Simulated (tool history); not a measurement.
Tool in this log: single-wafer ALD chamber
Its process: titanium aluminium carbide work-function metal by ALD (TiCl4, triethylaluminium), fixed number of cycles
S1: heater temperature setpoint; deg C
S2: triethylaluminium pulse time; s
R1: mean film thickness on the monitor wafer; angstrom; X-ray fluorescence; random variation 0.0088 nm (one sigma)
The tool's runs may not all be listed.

{"run": 1, "hour": 0.0, "S1": 295, "S2": 14.32, "R1": 20.31}
{"run": 2, "hour": 4.7, "S1": 295, "S2": 17.85, "R1": 20.321}
{"run": 3, "hour": 7.5, "S1": 295, "S2": 21.5, "R1": 20.25}
{"run": 4, "hour": 8.5, "S1": 295, "S2": 23.49, "R1": 20.316}
{"run": 5, "hour": 9.1, "S1": 293, "S2": 23.47, "R1": 20.251}
{"run": 6, "hour": 14.8, "S1": 293, "S2": 20.52, "R1": 20.349}

Run 7, settings as shown, results not yet in. Your forecast:
{"run": 7, "hour": 16.3, "S1": 281, "S2": 21.07, "R1": "?"}

R1: 19.143 angstrom

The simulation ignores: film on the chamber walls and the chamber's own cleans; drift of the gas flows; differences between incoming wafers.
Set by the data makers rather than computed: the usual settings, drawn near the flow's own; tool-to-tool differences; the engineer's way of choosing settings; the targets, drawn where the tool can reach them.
